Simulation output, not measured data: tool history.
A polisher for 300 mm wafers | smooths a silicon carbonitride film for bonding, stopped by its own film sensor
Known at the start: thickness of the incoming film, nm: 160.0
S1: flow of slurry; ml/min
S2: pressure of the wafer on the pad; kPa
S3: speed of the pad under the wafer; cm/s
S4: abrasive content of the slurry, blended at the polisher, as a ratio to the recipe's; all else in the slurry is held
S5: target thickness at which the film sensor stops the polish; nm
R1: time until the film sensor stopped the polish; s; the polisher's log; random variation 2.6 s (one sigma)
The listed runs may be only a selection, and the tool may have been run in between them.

| run | hour | S1 | S2 | S3 | S4 | S5 | R1 |
|---|---|---|---|---|---|---|---|
| 1 | 0 | 130 | 9 | 92 | 1 | 145 | 89.12 |
| 2 | 4.2 | 115 | 9 | 92 | 1 | 145 | 96.559 |
| 3 | 9.7 | 110 | 8.3 | 92 | 1 | 145 | 104.6 |
| 4 | 14.3 | 135 | 8.3 | 92 | 1 | 145 | 100.5 |
| 5 | 17.6 | 160 | 8.3 | 92 | 1 | 145 | 97.366 |
| 6 | 26.7 | 160 | 7.6 | 92 | 1 | 145 | 102.35 |
| 7 | 27.8 | 160 | 6.9 | 90 | 1 | 145 | 114.57 |
| 8 | 29.8 | 160 | 6.2 | 90 | 1 | 145 | 125.97 |

For run 9, what comes out?
| 9 | 36.3 | 160 | 5.5 | 90 | 1 | 145 | ? |

{"run 9": {"R1": 138.55}}
